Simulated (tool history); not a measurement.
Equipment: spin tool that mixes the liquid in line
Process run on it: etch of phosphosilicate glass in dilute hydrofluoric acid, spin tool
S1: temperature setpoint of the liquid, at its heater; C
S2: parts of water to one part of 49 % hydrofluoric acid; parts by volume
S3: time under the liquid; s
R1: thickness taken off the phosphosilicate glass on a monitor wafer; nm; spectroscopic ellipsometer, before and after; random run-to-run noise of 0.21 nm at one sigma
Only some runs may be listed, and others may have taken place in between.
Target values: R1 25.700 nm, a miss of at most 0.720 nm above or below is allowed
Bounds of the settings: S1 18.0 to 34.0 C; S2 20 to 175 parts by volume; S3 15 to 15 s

Run 1, day 0.000: S1 26.0 C, S2 95 parts by volume, S3 15 s. Result: R1 14.321 nm.
Run 2, day 0.046: S1 27.5 C, S2 90 parts by volume, S3 15 s. Result: R1 15.861 nm.
Run 3, day 0.092: S1 28.5 C, S2 85 parts by volume, S3 15 s. Result: R1 17.755 nm.
Run 4, day 0.425: S1 28.5 C, S2 85 parts by volume, S3 15 s. Result: R1 17.649 nm.
Run 5, day 0.633: S1 28.5 C, S2 110 parts by volume, S3 15 s. Result: R1 13.257 nm.
Run 6, day 0.783: S1 29.5 C, S2 100 parts by volume, S3 15 s. Result: R1 15.369 nm.
Run 7, day 0.892: S1 29.5 C, S2 100 parts by volume, S3 15 s. Result: R1 15.183 nm.
Run 8, day 1.242: S1 30.5 C, S2 95 parts by volume, S3 15 s. Result: R1 16.859 nm.
Run 9, day 1.321: S1 31.0 C, S2 90 parts by volume, S3 15 s. Result: R1 18.477 nm.
At day 1.642: thermometer replaced.
Run 10, day 1.642: S1 31.5 C, S2 85 parts by volume, S3 15 s. Result: R1 18.518 nm.
Run 11, day 1.858: S1 32.0 C, S2 80 parts by volume, S3 15 s. Result: R1 20.148 nm.
Run 12, day 1.942: S1 32.5 C, S2 75 parts by volume, S3 15 s. Result: R1 21.713 nm.

5 candidate next runs follow, results not yet known. Just one meets every target within its allowed miss. Identify it.
Run A, day 2.025: S1 34.0 C, S2 65 parts by volume, S3 15 s. Result: R1 ?.
Run B, day 2.025: S1 28.0 C, S2 55 parts by volume, S3 15 s. Result: R1 ?.
Run C, day 2.025: S1 32.5 C, S2 60 parts by volume, S3 15 s. Result: R1 ?.
Run D, day 2.025: S1 33.0 C, S2 70 parts by volume, S3 15 s. Result: R1 ?.
Run E, day 2.025: S1 32.5 C, S2 70 parts by volume, S3 15 s. Result: R1 ?.

move      R1
   A  27.150
   B  25.858
   C  28.020
   D  24.087
   E  23.638
A: pushes the last run's worst result past its target
B: all results in spec
C: pushes the last run's worst result past its target
D: better than the last run, though not everything is in spec
E: better than the last run, though not everything is in spec
B is the move that brings every result within its allowed miss.
